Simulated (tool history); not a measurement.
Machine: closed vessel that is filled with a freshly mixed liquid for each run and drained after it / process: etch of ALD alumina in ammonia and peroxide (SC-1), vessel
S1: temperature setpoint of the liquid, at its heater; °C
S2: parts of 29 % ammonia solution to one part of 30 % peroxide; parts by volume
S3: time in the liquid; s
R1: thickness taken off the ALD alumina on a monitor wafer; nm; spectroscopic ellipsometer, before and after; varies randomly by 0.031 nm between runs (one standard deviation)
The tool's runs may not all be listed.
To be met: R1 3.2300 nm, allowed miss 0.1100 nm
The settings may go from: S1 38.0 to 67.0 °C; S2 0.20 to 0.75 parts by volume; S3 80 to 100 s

Run 1, day 0.000: S1 51.0 °C, S2 0.45 parts by volume, S3 100 s. Result: R1 4.7691 nm.
Run 2, day 0.192: S1 49.5 °C, S2 0.45 parts by volume, S3 100 s. Result: R1 4.3977 nm.
Run 3, day 0.538: S1 52.0 °C, S2 0.45 parts by volume, S3 100 s. Result: R1 4.9537 nm.
Run 4, day 0.792: S1 50.0 °C, S2 0.45 parts by volume, S3 100 s. Result: R1 4.5181 nm.
Run 5, day 0.958: S1 48.5 °C, S2 0.45 parts by volume, S3 100 s. Result: R1 4.1166 nm.
Run 6, day 1.067: S1 48.5 °C, S2 0.45 parts by volume, S3 100 s. Result: R1 4.1116 nm.
Run 7, day 1.225: S1 47.5 °C, S2 0.45 parts by volume, S3 100 s. Result: R1 3.8563 nm.
Run 8, day 1.488: S1 47.0 °C, S2 0.45 parts by volume, S3 100 s. Result: R1 3.7283 nm.
Run 9, day 1.604: S1 46.5 °C, S2 0.45 parts by volume, S3 100 s. Result: R1 3.7036 nm.
Run 10, day 1.846: S1 46.0 °C, S2 0.45 parts by volume, S3 100 s. Result: R1 3.6207 nm.
Run 11, day 2.142: S1 45.5 °C, S2 0.45 parts by volume, S3 100 s. Result: R1 3.4547 nm.
Run 12, day 2.217: S1 45.0 °C, S2 0.45 parts by volume, S3 100 s. Result: R1 3.3951 nm.

Exercise: of the 4 proposed moves below, exactly one satisfies all targets within the stated allowed misses. Which move is it?
Run A, day 2.292: S1 46.0 °C, S2 0.35 parts by volume, S3 100 s. Result: R1 ?.
Run B, day 2.292: S1 45.0 °C, S2 0.45 parts by volume, S3 95 s. Result: R1 ?.
Run C, day 2.292: S1 45.5 °C, S2 0.45 parts by volume, S3 100 s. Result: R1 ?.
Run D, day 2.292: S1 46.5 °C, S2 0.30 parts by volume, S3 100 s. Result: R1 ?.

move      R1
   A  3.4725
   B  3.1923
   C  3.4573
   D  3.5198
A: its largest miss is bigger than the last run's
B: hits every target within its allowed miss
C: its largest miss is bigger than the last run's
D: its largest miss is bigger than the last run's
So the answer is move B, the one that meets all the targets.
